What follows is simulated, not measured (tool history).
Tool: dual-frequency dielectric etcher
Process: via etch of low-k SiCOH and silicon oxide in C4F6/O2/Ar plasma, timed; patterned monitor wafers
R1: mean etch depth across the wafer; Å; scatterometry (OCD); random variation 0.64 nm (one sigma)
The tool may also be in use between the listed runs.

Run 1, hour 0.0: source power (kW) 0.460, bias power (kW) 0.219, etch time (s) 69.5. Result: R1 1868.3 Å.
Run 2, hour 5.0: source power (kW) 0.460, bias power (kW) 0.190, etch time (s) 69.5. Result: R1 1759.9 Å.
Run 3, hour 7.7: source power (kW) 0.460, bias power (kW) 0.190, etch time (s) 69.5. Result: R1 1767.3 Å.
Run 4, hour 12.8: source power (kW) 0.460, bias power (kW) 0.161, etch time (s) 69.5. Result: R1 1646.0 Å.
Run 5, hour 15.5: source power (kW) 0.460, bias power (kW) 0.188, etch time (s) 69.5. Result: R1 1763.7 Å.
Run 6, hour 19.7: source power (kW) 0.460, bias power (kW) 0.149, etch time (s) 69.5. Result: R1 1581.2 Å.
Run 7, hour 27.7: source power (kW) 0.560, bias power (kW) 0.183, etch time (s) 69.5. Result: R1 1909.7 Å.
Run 8, hour 29.6: source power (kW) 0.570, bias power (kW) 0.183, etch time (s) 69.5. Result: R1 1931.3 Å.

Forecast run 9:
Run 9, hour 31.6: source power (kW) 0.580, bias power (kW) 0.183, etch time (s) 69.5. Result: R1 ?.

R1: 1945.8 Å
